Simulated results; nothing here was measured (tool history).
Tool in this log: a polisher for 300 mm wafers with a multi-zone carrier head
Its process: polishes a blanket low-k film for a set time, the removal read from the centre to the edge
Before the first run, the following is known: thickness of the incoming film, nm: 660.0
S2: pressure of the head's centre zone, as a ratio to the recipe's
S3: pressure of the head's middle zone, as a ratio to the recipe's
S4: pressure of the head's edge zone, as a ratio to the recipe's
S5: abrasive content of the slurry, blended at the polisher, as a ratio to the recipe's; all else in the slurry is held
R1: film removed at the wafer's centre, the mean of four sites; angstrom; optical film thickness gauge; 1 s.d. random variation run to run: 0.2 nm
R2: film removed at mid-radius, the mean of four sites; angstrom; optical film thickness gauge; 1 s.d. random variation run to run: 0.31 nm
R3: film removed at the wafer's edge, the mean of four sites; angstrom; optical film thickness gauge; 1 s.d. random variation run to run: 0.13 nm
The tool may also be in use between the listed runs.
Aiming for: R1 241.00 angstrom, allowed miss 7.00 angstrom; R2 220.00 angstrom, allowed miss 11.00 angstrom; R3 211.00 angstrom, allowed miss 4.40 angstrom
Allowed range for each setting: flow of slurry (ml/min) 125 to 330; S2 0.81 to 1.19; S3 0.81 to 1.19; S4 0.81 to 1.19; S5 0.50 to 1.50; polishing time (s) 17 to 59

{"run": 1, "hour": 0.0, "flow of slurry (ml/min)": 210, "S2": 1.0, "S3": 1.0, "S4": 1.0, "S5": 1.0, "polishing time (s)": 38, "R1": 194.05, "R2": 191.08, "R3": 191.3}
{"run": 2, "hour": 2.7, "flow of slurry (ml/min)": 210, "S2": 1.0, "S3": 1.03, "S4": 1.0, "S5": 1.0, "polishing time (s)": 38, "R1": 194.36, "R2": 195.08, "R3": 189.67}
{"run": 3, "hour": 8.9, "flow of slurry (ml/min)": 215, "S2": 1.01, "S3": 1.03, "S4": 1.01, "S5": 1.0, "polishing time (s)": 38, "R1": 196.01, "R2": 194.82, "R3": 190.73}
{"run": 4, "hour": 12.3, "flow of slurry (ml/min)": 215, "S2": 1.01, "S3": 0.97, "S4": 1.01, "S5": 1.0, "polishing time (s)": 38, "R1": 193.7, "R2": 183.53, "R3": 192.96}
{"run": 5, "hour": 20.4, "flow of slurry (ml/min)": 220, "S2": 1.02, "S3": 0.98, "S4": 1.02, "S5": 1.0, "polishing time (s)": 38, "R1": 197.38, "R2": 192.73, "R3": 191.64}
{"run": 6, "hour": 22.1, "flow of slurry (ml/min)": 220, "S2": 1.02, "S3": 0.98, "S4": 0.98, "S5": 1.0, "polishing time (s)": 38, "R1": 198.14, "R2": 186.16, "R3": 188.29}
{"run": 7, "hour": 29.8, "flow of slurry (ml/min)": 220, "S2": 1.02, "S3": 0.98, "S4": 0.98, "S5": 1.0, "polishing time (s)": 38, "R1": 197.72, "R2": 186.21, "R3": 188.83}
{"run": 8, "hour": 37.0, "flow of slurry (ml/min)": 225, "S2": 1.03, "S3": 0.98, "S4": 0.99, "S5": 1.0, "polishing time (s)": 38, "R1": 200.6, "R2": 194.09, "R3": 189.27}
{"run": 9, "hour": 44.2, "flow of slurry (ml/min)": 285, "S2": 1.13, "S3": 0.92, "S4": 1.09, "S5": 1.1, "polishing time (s)": 38, "R1": 240.7, "R2": 194.45, "R3": 215.54}
{"hour": 46.7, "done": "worn pad replaced by a new one"}
{"run": 10, "hour": 46.7, "flow of slurry (ml/min)": 285, "S2": 1.13, "S3": 0.93, "S4": 1.09, "S5": 1.1, "polishing time (s)": 38, "R1": 262.05, "R2": 210.8, "R3": 235.53}
{"run": 11, "hour": 49.2, "flow of slurry (ml/min)": 225, "S2": 1.03, "S3": 0.96, "S4": 0.99, "S5": 1.15, "polishing time (s)": 38, "R1": 238.26, "R2": 221.89, "R3": 227.32}

Which single option among these 4 for the next run brings every result within its allowed miss of target? Just one does.
{"run": "A", "hour": 51.7, "flow of slurry (ml/min)": 200, "S2": 1.12, "S3": 0.93, "S4": 0.99, "S5": 1.1, "polishing time (s)": 37, "R1": "?", "R2": "?", "R3": "?"}
{"run": "B", "hour": 51.7, "flow of slurry (ml/min)": 220, "S2": 1.15, "S3": 1.08, "S4": 1.05, "S5": 1.4, "polishing time (s)": 32, "R1": "?", "R2": "?", "R3": "?"}
{"run": "C", "hour": 51.7, "flow of slurry (ml/min)": 230, "S2": 1.1, "S3": 0.86, "S4": 0.96, "S5": 1.0, "polishing time (s)": 39, "R1": "?", "R2": "?", "R3": "?"}
{"run": "D", "hour": 51.7, "flow of slurry (ml/min)": 255, "S2": 0.89, "S3": 0.83, "S4": 0.99, "S5": 1.4, "polishing time (s)": 39, "R1": "?", "R2": "?", "R3": "?"}

move=A R1=242.68 R2=199.67 R3=212.82
move=B R1=244.32 R2=221.51 R3=213.12
move=C R1=243.28 R2=190.79 R3=213.06
move=D R1=233.93 R2=220.62 R3=256.50
A: gets the furthest-off result to its target, but another result is out of tolerance
B: each result inside its tolerance
C: gets the furthest-off result to its target, but another result is out of tolerance
D: the biggest miss grows against the last run
Move B is the one to make.
